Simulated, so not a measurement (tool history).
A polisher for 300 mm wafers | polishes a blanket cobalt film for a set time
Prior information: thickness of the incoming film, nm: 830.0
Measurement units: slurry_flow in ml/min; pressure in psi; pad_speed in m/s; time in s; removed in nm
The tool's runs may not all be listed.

run,day,slurry_flow,pressure,pad_speed,time,removed
1,0.000,155,2.2,1.26,51,338.84
2,0.267,155,1.8,1.26,51,273.58
3,0.612,155,2.3,1.26,51,353.48
4,0.946,160,2.5,1.26,51,392.58
5,1.162,180,2.5,1.26,51,395.86
6,1.375,180,2.6,1.26,51,407.04

Run 7 is up next; what results do you expect?
7,1.517,180,2.7,1.26,51,?

{"run 7": {"removed": 417.92}}
